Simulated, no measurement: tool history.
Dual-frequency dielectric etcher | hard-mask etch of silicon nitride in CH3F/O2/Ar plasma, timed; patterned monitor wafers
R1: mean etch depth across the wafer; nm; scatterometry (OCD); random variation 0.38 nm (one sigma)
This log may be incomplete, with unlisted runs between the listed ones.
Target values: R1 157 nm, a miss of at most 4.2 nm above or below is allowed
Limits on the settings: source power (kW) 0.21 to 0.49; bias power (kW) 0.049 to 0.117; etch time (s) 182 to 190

run 1 hour=0 | source_power_(kW)=0.35 bias_power_(kW)=0.083 etch_time_(s)=182 | R1=133.76
run 2 hour=3.7 | source_power_(kW)=0.38 bias_power_(kW)=0.086 etch_time_(s)=182.5 | R1=141.24
run 3 hour=5.3 | source_power_(kW)=0.33 bias_power_(kW)=0.086 etch_time_(s)=182.5 | R1=133.64
run 4 hour=8.2 | source_power_(kW)=0.27 bias_power_(kW)=0.086 etch_time_(s)=182.5 | R1=126.35
run 5 hour=12.7 | source_power_(kW)=0.31 bias_power_(kW)=0.09 etch_time_(s)=183 | R1=134.89
run 6 hour=20 | source_power_(kW)=0.34 bias_power_(kW)=0.092 etch_time_(s)=183 | R1=140.43
run 7 hour=22.9 | source_power_(kW)=0.36 bias_power_(kW)=0.094 etch_time_(s)=183 | R1=144.58
run 8 hour=30.9 | source_power_(kW)=0.37 bias_power_(kW)=0.095 etch_time_(s)=183 | R1=146.51

4 candidate next runs follow, results not yet known. Just one meets every target within its allowed miss. Identify it.
run A hour=38.9 | source_power_(kW)=0.43 bias_power_(kW)=0.1 etch_time_(s)=189 | R1=?
run B hour=38.9 | source_power_(kW)=0.37 bias_power_(kW)=0.117 etch_time_(s)=184.5 | R1=?
run C hour=38.9 | source_power_(kW)=0.38 bias_power_(kW)=0.1 etch_time_(s)=190 | R1=?
run D hour=38.9 | source_power_(kW)=0.38 bias_power_(kW)=0.096 etch_time_(s)=182 | R1=?

move=A R1=163.47
move=B R1=164.18
move=C R1=157.97
move=D R1=148.32
A: moves the result that the last run missed by most past its target, out the other side
B: moves the result that the last run missed by most past its target, out the other side
C: each result inside its tolerance
D: nearer than the last run, and not there yet
Correct choice: C, which meets every target
